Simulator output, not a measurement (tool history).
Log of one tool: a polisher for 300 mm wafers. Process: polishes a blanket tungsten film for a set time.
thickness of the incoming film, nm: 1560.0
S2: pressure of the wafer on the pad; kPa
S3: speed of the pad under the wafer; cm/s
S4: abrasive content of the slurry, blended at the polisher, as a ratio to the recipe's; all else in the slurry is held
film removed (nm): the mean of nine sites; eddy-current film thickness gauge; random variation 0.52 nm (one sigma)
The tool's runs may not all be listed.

{"run": 1, "day": 0.0, "flow of slurry (ml/min)": 320, "S2": 17.2, "S3": 104, "S4": 1, "polishing time (s)": 22, "film removed (nm)": 57.204}
{"run": 2, "day": 0.088, "flow of slurry (ml/min)": 320, "S2": 15.9, "S3": 104, "S4": 1, "polishing time (s)": 22, "film removed (nm)": 53.764}
{"run": 3, "day": 0.242, "flow of slurry (ml/min)": 320, "S2": 14.5, "S3": 104, "S4": 1, "polishing time (s)": 22, "film removed (nm)": 51.038}
{"run": 4, "day": 0.408, "flow of slurry (ml/min)": 320, "S2": 13.8, "S3": 104, "S4": 1, "polishing time (s)": 22, "film removed (nm)": 47.574}
{"run": 5, "day": 0.592, "flow of slurry (ml/min)": 320, "S2": 15.9, "S3": 104, "S4": 1, "polishing time (s)": 22, "film removed (nm)": 55.133}
{"run": 6, "day": 0.95, "flow of slurry (ml/min)": 320, "S2": 15.9, "S3": 104, "S4": 1, "polishing time (s)": 22, "film removed (nm)": 54.329}
{"run": 7, "day": 1.025, "flow of slurry (ml/min)": 320, "S2": 14.5, "S3": 104, "S4": 1, "polishing time (s)": 22, "film removed (nm)": 49.449}
{"run": 8, "day": 1.092, "flow of slurry (ml/min)": 320, "S2": 13.8, "S3": 104, "S4": 1, "polishing time (s)": 22, "film removed (nm)": 48.228}

Run 9 comes next. What will it give?
{"run": 9, "day": 1.354, "flow of slurry (ml/min)": 320, "S2": 13.1, "S3": 104, "S4": 1, "polishing time (s)": 22, "film removed (nm)": "?"}

Run 9 gave film removed (nm) 47.042.
